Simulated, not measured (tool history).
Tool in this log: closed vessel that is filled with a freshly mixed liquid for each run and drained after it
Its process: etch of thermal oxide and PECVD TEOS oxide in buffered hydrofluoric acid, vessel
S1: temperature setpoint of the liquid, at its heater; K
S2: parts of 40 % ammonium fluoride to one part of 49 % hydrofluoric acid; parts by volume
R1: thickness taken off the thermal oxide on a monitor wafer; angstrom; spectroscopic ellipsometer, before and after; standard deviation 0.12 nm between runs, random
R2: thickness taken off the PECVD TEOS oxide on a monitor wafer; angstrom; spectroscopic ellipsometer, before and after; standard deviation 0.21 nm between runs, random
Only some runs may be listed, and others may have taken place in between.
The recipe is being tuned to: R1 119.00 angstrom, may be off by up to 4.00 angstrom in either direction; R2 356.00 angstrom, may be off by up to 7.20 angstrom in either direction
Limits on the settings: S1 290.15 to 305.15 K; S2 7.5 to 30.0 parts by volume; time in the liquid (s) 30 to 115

run 1 hour=0.0 | S1=297.15 S2=22.0 time_in_the_liquid_(s)=60 | R1=313.94 R2=939.63
run 2 hour=6.3 | S1=297.15 S2=16.5 time_in_the_liquid_(s)=60 | R1=403.44 R2=1211.20
run 3 hour=9.7 | S1=295.15 S2=20.5 time_in_the_liquid_(s)=55 | R1=270.84 R2=806.82
run 4 hour=14.2 | S1=295.15 S2=20.5 time_in_the_liquid_(s)=45 | R1=219.15 R2=657.92
run 5 hour=16.8 | S1=295.15 S2=15.5 time_in_the_liquid_(s)=45 | R1=290.58 R2=865.64
run 6 hour=18.3 | S1=295.15 S2=15.5 time_in_the_liquid_(s)=65 | R1=420.64 R2=1234.30
run 7 hour=23.0 | S1=293.65 S2=20.0 time_in_the_liquid_(s)=60 | R1=276.73 R2=823.71
run 8 hour=29.6 | S1=290.15 S2=27.0 time_in_the_liquid_(s)=50 | R1=156.10 R2=459.63
run 9 hour=31.4 | S1=290.15 S2=28.0 time_in_the_liquid_(s)=45 | R1=134.63 R2=400.35
run 10 hour=38.7 | S1=290.15 S2=28.5 time_in_the_liquid_(s)=45 | R1=132.76 R2=399.22

Below are 4 possible settings for the next run. Only one of them brings all results inside the allowed miss of their targets. Which is it?
run A hour=46.0 | S1=290.15 S2=30.0 time_in_the_liquid_(s)=55 | R1=? R2=?
run B hour=46.0 | S1=296.65 S2=30.0 time_in_the_liquid_(s)=35 | R1=? R2=?
run C hour=46.0 | S1=290.15 S2=27.5 time_in_the_liquid_(s)=50 | R1=? R2=?
run D hour=46.0 | S1=291.65 S2=26.0 time_in_the_liquid_(s)=35 | R1=? R2=?

move=A R1=156.82 R2=464.13
move=B R1=143.90 R2=425.91
move=C R1=151.43 R2=448.19
move=D R1=120.06 R2=355.34
A: lands further from the targets than the last run did
B: lands further from the targets than the last run did
C: lands further from the targets than the last run did
D: in spec on every target
D meets every target.
